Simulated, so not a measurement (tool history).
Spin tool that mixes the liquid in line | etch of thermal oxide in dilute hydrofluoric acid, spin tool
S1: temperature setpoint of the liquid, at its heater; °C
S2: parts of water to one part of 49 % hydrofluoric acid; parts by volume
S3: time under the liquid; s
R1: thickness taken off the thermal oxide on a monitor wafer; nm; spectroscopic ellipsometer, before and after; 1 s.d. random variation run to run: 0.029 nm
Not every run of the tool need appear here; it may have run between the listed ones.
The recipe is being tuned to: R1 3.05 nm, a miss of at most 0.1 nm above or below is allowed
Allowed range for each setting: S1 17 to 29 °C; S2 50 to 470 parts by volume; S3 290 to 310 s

run 1 hour=0 | S1=21 S2=260 S3=290 | R1=4.1606
run 2 hour=7.2 | S1=20.5 S2=265 S3=290 | R1=3.9793
run 3 hour=16.1 | S1=20.5 S2=210 S3=290 | R1=5.3579
run 4 hour=22.3 | S1=20.5 S2=255 S3=290 | R1=4.2648
run 5 hour=30.4 | S1=17.5 S2=255 S3=290 | R1=3.688
run 6 hour=33 | S1=17.5 S2=260 S3=290 | R1=3.7206
run 7 hour=41.4 | S1=17.5 S2=260 S3=290 | R1=3.6484
run 8 hour=43.4 | S1=17.5 S2=265 S3=290 | R1=3.6104
run 9 hour=49.8 | S1=17.5 S2=270 S3=290 | R1=3.5233
run 10 hour=54.8 | S1=17.5 S2=275 S3=290 | R1=3.3827
run 11 hour=60.5 | S1=17.5 S2=275 S3=290 | R1=3.3938
run 12 hour=63.4 | S1=17 S2=285 S3=290 | R1=3.2237
run 13 hour=67 | S1=17 S2=290 S3=290 | R1=3.2069

Which one of the following 5 next-run settings gets every result inside its allowed miss? There is exactly one.
run A hour=70.6 | S1=17 S2=295 S3=290 | R1=?
run B hour=70.6 | S1=17 S2=280 S3=290 | R1=?
run C hour=70.6 | S1=17 S2=285 S3=295 | R1=?
run D hour=70.6 | S1=17 S2=295 S3=300 | R1=?
run E hour=70.6 | S1=17 S2=275 S3=290 | R1=?

move=A R1=3.0861
move=B R1=3.2929
move=C R1=3.2769
move=D R1=3.1925
move=E R1=3.367
A: meets every target
B: its largest miss is bigger than the last run's
C: its largest miss is bigger than the last run's
D: nearer than the last run, and not there yet
E: its largest miss is bigger than the last run's
Go with A: it meets all targets.
